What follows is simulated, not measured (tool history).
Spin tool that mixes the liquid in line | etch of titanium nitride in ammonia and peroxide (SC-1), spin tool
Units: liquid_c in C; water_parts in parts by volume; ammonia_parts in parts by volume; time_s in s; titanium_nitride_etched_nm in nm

run	hour	liquid_c	water_parts	ammonia_parts	time_s	titanium_nitride_etched_nm
1	0.0	48.0	11	0.45	280	10.2610
2	8.0	44.5	11	0.45	280	7.9901
3	14.0	49.0	11	0.45	280	10.9540
4	15.8	49.0	11	0.35	280	10.5030
5	23.5	52.5	11	0.35	280	13.2930
6	30.7	52.5	11	0.35	280	13.4120
7	36.8	55.0	11	0.35	280	15.9930

Run 8 comes next. What will it give?
8	37.7	62.0	11	0.35	280	?

Run 8 gave titanium_nitride_etched_nm 24.8470 nm.
